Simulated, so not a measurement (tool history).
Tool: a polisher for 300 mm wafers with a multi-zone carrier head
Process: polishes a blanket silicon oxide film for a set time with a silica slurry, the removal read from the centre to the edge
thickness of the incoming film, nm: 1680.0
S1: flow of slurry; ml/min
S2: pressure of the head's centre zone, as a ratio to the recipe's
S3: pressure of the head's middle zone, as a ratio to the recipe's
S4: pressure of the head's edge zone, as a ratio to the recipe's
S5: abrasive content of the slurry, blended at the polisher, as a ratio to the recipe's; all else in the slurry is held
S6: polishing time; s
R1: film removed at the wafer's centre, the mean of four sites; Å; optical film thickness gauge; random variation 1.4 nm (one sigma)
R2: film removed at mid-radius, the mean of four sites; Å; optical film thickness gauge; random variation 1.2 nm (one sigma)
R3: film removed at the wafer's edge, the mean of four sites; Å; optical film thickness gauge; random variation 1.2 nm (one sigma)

Run 1, day 0: S1 235 ml/min, S2 1, S3 1, S4 1, S5 1, S6 67 s. Result: R1 2377.5 Å, R2 2370.3 Å, R3 2372.4 Å.
Run 2, day 0.192: S1 235 ml/min, S2 1, S3 1, S4 1, S5 1, S6 53 s. Result: R1 1914 Å, R2 1873.8 Å, R3 1871.9 Å.
Run 3, day 0.246: S1 235 ml/min, S2 1, S3 1.04, S4 1, S5 1, S6 53 s. Result: R1 1896 Å, R2 1917 Å, R3 1878.8 Å.
Run 4, day 0.396: S1 235 ml/min, S2 1.03, S3 1.04, S4 1, S5 1, S6 53 s. Result: R1 2006.5 Å, R2 1922.6 Å, R3 1868.6 Å.
Run 5, day 0.75: S1 235 ml/min, S2 1.03, S3 1.09, S4 1, S5 1, S6 53 s. Result: R1 1986 Å, R2 2026.6 Å, R3 1852.4 Å.
Run 6, day 1.108: S1 235 ml/min, S2 1.03, S3 1.09, S4 1, S5 1, S6 60 s. Result: R1 2216.1 Å, R2 2252.1 Å, R3 2074.3 Å.

Run 7 comes next. What will it give?
Run 7, day 1.379: S1 220 ml/min, S2 0.98, S3 1.01, S4 0.99, S5 0.85, S6 57 s. Result: R1 ?, R2 ?, R3 ?.

{"run 7": {"R1": 1869.9, "R2": 1906.6, "R3": 1884.8}}
